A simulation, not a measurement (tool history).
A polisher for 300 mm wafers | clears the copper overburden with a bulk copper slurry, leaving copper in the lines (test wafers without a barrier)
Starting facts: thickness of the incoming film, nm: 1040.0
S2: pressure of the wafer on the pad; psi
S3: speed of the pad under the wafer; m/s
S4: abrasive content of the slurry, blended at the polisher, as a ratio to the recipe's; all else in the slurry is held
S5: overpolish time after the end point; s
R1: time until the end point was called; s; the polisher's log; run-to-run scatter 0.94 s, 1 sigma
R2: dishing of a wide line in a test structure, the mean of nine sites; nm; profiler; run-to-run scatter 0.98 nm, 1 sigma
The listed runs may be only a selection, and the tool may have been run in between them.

Run 1, hour 0: flow of slurry (ml/min) 205, S2 3.3 psi, S3 1.14 m/s, S4 1, S5 21 s. Result: R1 80.944 s, R2 99.259 nm.
Run 2, hour 8.6: flow of slurry (ml/min) 205, S2 3.2 psi, S3 1.14 m/s, S4 1, S5 20 s. Result: R1 82.177 s, R2 97.327 nm.
Run 3, hour 10.3: flow of slurry (ml/min) 205, S2 3.2 psi, S3 1.14 m/s, S4 1, S5 27 s. Result: R1 82.483 s, R2 105.53 nm.
Run 4, hour 15.1: flow of slurry (ml/min) 205, S2 3.1 psi, S3 1.14 m/s, S4 1, S5 25 s. Result: R1 84.875 s, R2 100.84 nm.
Run 5, hour 18.9: flow of slurry (ml/min) 205, S2 3.1 psi, S3 1.14 m/s, S4 1.2, S5 25 s. Result: R1 81.745 s, R2 102.89 nm.
Run 6, hour 27.6: flow of slurry (ml/min) 205, S2 3 psi, S3 1.14 m/s, S4 1.2, S5 24 s. Result: R1 84.621 s, R2 98.947 nm.
Run 7, hour 30.2: flow of slurry (ml/min) 205, S2 2.9 psi, S3 1.14 m/s, S4 1.2, S5 23 s. Result: R1 88.274 s, R2 98.106 nm.

Run 8 has not been measured yet. What should we expect?
Run 8, hour 33: flow of slurry (ml/min) 200, S2 2.6 psi, S3 1.16 m/s, S4 1.2, S5 13 s. Result: R1 ?, R2 ?.

R1: 95.334 s
R2: 71.053 nm

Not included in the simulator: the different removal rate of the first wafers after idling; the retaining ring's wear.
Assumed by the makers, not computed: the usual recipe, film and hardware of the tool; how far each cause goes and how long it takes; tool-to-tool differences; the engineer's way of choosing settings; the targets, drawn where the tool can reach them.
